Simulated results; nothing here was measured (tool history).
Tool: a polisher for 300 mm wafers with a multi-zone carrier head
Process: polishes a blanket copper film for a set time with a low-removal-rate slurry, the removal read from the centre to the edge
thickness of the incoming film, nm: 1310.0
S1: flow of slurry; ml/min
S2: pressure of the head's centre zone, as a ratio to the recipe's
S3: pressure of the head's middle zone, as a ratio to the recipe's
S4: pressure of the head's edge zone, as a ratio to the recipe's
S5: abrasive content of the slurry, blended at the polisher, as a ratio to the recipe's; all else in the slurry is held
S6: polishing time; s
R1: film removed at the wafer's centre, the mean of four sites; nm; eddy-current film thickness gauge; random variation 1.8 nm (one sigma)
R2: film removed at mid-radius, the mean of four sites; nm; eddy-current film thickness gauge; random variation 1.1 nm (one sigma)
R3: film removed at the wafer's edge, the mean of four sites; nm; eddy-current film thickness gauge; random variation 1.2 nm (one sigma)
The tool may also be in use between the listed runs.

| run | hour | S1 | S2 | S3 | S4 | S5 | S6 | R1 | R2 | R3 |
|---|---|---|---|---|---|---|---|---|---|---|
| 1 | 0 | 270 | 1 | 1 | 1 | 1 | 69 | 178.8 | 177.07 | 173.49 |
| 2 | 8.6 | 270 | 1 | 1 | 1 | 1 | 59 | 152.94 | 147.67 | 152.95 |
| 3 | 14.1 | 270 | 1 | 1.04 | 1 | 1 | 59 | 155.66 | 153.73 | 150.57 |
| 4 | 15.3 | 270 | 1.01 | 1.04 | 0.98 | 0.95 | 58 | 153.91 | 147.22 | 143.28 |
|  | 20.8 | edge zone pressure recalibrated |
| 5 | 20.8 | 270 | 0.93 | 1.04 | 0.98 | 0.95 | 58 | 138.67 | 149.29 | 140.72 |
| 6 | 26.4 | 270 | 0.93 | 1.04 | 1.06 | 0.95 | 58 | 138.77 | 150.18 | 145.87 |
| 7 | 30.1 | 285 | 1.03 | 1.04 | 0.96 | 0.7 | 49 | 121.48 | 116.76 | 110.9 |

The next listed run, before its measurement:
| 8 | 37.5 | 285 | 1.03 | 1.04 | 0.96 | 0.7 | 49 | ? | ? | ? |

R1: 123.47 nm
R2: 118.22 nm
R3: 107.69 nm
